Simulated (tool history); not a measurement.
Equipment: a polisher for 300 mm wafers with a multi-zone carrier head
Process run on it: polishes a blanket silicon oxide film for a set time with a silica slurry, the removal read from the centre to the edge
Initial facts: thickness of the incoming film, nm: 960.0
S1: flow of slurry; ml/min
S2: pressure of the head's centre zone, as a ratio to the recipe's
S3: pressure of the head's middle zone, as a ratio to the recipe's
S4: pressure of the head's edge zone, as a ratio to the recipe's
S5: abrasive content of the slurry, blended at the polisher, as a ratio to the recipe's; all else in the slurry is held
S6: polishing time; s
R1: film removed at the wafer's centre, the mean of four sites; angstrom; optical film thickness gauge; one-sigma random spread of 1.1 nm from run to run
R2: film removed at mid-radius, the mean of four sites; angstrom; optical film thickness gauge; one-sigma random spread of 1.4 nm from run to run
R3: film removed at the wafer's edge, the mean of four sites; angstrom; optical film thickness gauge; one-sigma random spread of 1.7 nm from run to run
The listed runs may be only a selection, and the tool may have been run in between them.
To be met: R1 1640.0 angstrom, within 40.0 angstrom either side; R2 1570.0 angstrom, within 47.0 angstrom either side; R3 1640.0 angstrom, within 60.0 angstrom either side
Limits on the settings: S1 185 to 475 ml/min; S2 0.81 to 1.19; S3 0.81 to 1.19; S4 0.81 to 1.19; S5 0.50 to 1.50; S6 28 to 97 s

run  hour   S1    S2    S3    S4    S5  S6      R1      R2      R3
  1   0.0  305  1.00  1.00  1.00  1.00  62  2034.4  2036.5  1998.8
  2   8.9  305  0.95  1.00  1.00  1.00  62  1930.2  2070.2  2029.2
  3  11.1  305  0.95  1.00  1.00  0.80  62  1803.8  1906.6  1853.0
  4  18.1  305  0.95  1.00  1.00  0.95  62  1903.8  2007.8  1927.0
  5  25.5  300  0.94  0.97  0.98  0.90  62  1831.4  1890.4  1907.3
  6  29.8  300  0.94  0.96  0.96  0.85  62  1792.0  1877.5  1866.8
  7  34.8  300  0.95  0.95  0.95  0.80  62  1784.6  1796.8  1764.1
  8  38.5  255  0.89  0.85  0.91  0.75  62  1581.6  1585.0  1673.8

Which single option among these 4 for the next run brings every result within its allowed miss of target? Just one does.
  A  42.2  235  0.82  0.85  0.94  0.80  62   ?   ?   ?
  B  42.2  245  0.83  0.81  1.03  0.70  63   ?   ?   ?
  C  42.2  275  0.95  0.88  0.92  0.60  65   ?   ?   ?
  D  42.2  295  0.87  0.88  0.85  0.85  59   ?   ?   ?

move      R1      R2      R3
   A  1479.6  1606.2  1759.7
   B  1452.0  1498.2  1780.3
   C  1638.8  1571.8  1651.4
   D  1575.5  1650.8  1669.2
A: the biggest miss grows against the last run
B: the biggest miss grows against the last run
C: in spec on every target
D: the biggest miss grows against the last run
The move that meets every target is C.
